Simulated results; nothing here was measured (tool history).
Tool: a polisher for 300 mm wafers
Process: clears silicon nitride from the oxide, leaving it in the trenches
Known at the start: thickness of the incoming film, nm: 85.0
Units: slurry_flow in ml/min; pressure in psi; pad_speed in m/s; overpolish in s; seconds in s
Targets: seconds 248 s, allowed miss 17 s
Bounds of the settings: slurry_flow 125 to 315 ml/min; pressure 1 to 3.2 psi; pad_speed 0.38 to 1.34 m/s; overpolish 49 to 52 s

Run 1, hour 0: slurry_flow 205 ml/min, pressure 2.1 psi, pad_speed 0.86 m/s, overpolish 49 s. Result: seconds 166.76 s.
Run 2, hour 1.9: slurry_flow 205 ml/min, pressure 2.1 psi, pad_speed 0.86 m/s, overpolish 52 s. Result: seconds 173.27 s.
Run 3, hour 8.5: slurry_flow 205 ml/min, pressure 2.1 psi, pad_speed 0.86 m/s, overpolish 52 s. Result: seconds 169.69 s.
Run 4, hour 15.1: slurry_flow 205 ml/min, pressure 1.9 psi, pad_speed 0.84 m/s, overpolish 52 s. Result: seconds 193.09 s.
Run 5, hour 20.4: slurry_flow 205 ml/min, pressure 1.8 psi, pad_speed 0.84 m/s, overpolish 52 s. Result: seconds 198.04 s.
Run 6, hour 27.3: slurry_flow 205 ml/min, pressure 1.7 psi, pad_speed 0.84 m/s, overpolish 52 s. Result: seconds 210.11 s.
Run 7, hour 29.3: slurry_flow 205 ml/min, pressure 1.6 psi, pad_speed 0.84 m/s, overpolish 52 s. Result: seconds 225.69 s.
Run 8, hour 30.7: slurry_flow 205 ml/min, pressure 1.5 psi, pad_speed 0.84 m/s, overpolish 52 s. Result: seconds 237.76 s.

5 next moves are on the table. One of them brings every result within its allowed miss. Which?
Run A, hour 32.1: slurry_flow 205 ml/min, pressure 1.9 psi, pad_speed 0.74 m/s, overpolish 49 s. Result: seconds ?.
Run B, hour 32.1: slurry_flow 185 ml/min, pressure 1.7 psi, pad_speed 0.88 m/s, overpolish 49 s. Result: seconds ?.
Run C, hour 32.1: slurry_flow 215 ml/min, pressure 1.5 psi, pad_speed 0.68 m/s, overpolish 52 s. Result: seconds ?.
Run D, hour 32.1: slurry_flow 225 ml/min, pressure 1.1 psi, pad_speed 0.76 m/s, overpolish 49 s. Result: seconds ?.
Run E, hour 32.1: slurry_flow 185 ml/min, pressure 1.4 psi, pad_speed 0.82 m/s, overpolish 50 s. Result: seconds ?.

move  seconds
   A    209.9
   B   197.31
   C   273.49
   D   308.71
   E   246.23
A: further off than the last run
B: further off than the last run
C: takes the result that was furthest off past its target
D: takes the result that was furthest off past its target
E: meets every target
Answer: E
